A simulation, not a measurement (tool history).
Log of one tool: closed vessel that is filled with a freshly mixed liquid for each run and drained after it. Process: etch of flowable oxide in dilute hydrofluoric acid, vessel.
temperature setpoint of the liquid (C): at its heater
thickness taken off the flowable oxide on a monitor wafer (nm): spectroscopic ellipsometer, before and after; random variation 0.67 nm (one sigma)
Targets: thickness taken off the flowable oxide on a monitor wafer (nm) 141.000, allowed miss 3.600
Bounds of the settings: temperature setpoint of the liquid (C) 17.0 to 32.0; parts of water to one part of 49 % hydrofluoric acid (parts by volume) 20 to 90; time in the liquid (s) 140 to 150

run  hour  temperature setpoint of the liquid (C)  parts of water to one part of 49 % hydrofluoric acid (parts by volume)  time in the liquid (s)  thickness taken off the flowable oxide on a monitor wafer (nm)
  1   0.0                                    24.0                                                                      50                     140                                                          87.557
  2   5.5                                    26.5                                                                      50                     140                                                          96.876
  3  13.2                                    26.5                                                                      40                     140                                                         123.720
  4  20.8                                    26.5                                                                      50                     140                                                          97.118
  5  28.5                                    23.0                                                                      50                     140                                                          84.170
  6  35.8                                    19.5                                                                      50                     140                                                          72.611
  7  40.6                                    22.5                                                                      50                     140                                                          82.780
  8  41.3                                    25.0                                                                      50                     140                                                          92.451
  9  46.5                                    26.5                                                                      50                     140                                                          96.841
 10  50.9                                    28.0                                                                      50                     140                                                         103.390
 11  53.0                                    29.0                                                                      50                     140                                                         107.700
 12  60.1                                    29.5                                                                      50                     140                                                         109.020
 13  60.6                                    30.0                                                                      50                     140                                                         111.350
 14  63.4                                    30.5                                                                      50                     140                                                         113.860

5 next moves are on the table. One of them brings every result within its allowed miss. Which?
  A  66.2                                    31.5                                                                      55                     140                                                               ?
  B  66.2                                    28.5                                                                      45                     150                                                               ?
  C  66.2                                    31.5                                                                      45                     150                                                               ?
  D  66.2                                    31.5                                                                      40                     140                                                               ?
  E  66.2                                    28.5                                                                      35                     150                                                               ?

move  thickness taken off the flowable oxide on a monitor wafer (nm)
   A                                                         106.340
   B                                                         125.710
   C                                                         141.500
   D                                                         149.780
   E                                                         164.080
A: further off than the last run
B: nearer than the last run, and not there yet
C: meets every target
D: takes the result that was furthest off past its target
E: takes the result that was furthest off past its target
The right move is C.

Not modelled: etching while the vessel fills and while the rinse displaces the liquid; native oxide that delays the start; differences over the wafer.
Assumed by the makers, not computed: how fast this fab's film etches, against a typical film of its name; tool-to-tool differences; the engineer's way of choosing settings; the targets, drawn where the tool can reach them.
